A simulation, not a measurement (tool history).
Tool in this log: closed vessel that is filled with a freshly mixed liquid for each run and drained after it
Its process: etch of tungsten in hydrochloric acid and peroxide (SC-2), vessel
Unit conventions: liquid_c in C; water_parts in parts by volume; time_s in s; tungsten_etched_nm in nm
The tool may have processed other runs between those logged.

run 1 hour=0.0 | liquid_c=56.0 water_parts=9.5 time_s=185 | tungsten_etched_nm=34.004
run 2 hour=3.5 | liquid_c=58.0 water_parts=9.5 time_s=185 | tungsten_etched_nm=38.538
run 3 hour=4.5 | liquid_c=58.0 water_parts=9.5 time_s=185 | tungsten_etched_nm=38.897
run 4 hour=5.5 | liquid_c=60.5 water_parts=9.5 time_s=185 | tungsten_etched_nm=44.513
run 5 hour=8.3 | liquid_c=60.5 water_parts=11.0 time_s=185 | tungsten_etched_nm=40.304
run 6 hour=11.3 | liquid_c=60.5 water_parts=13.0 time_s=185 | tungsten_etched_nm=34.478

The next listed run, before its measurement:
run 7 hour=18.6 | liquid_c=62.5 water_parts=13.0 time_s=185 | tungsten_etched_nm=?

Run 7 came out at tungsten_etched_nm 39.251 nm.
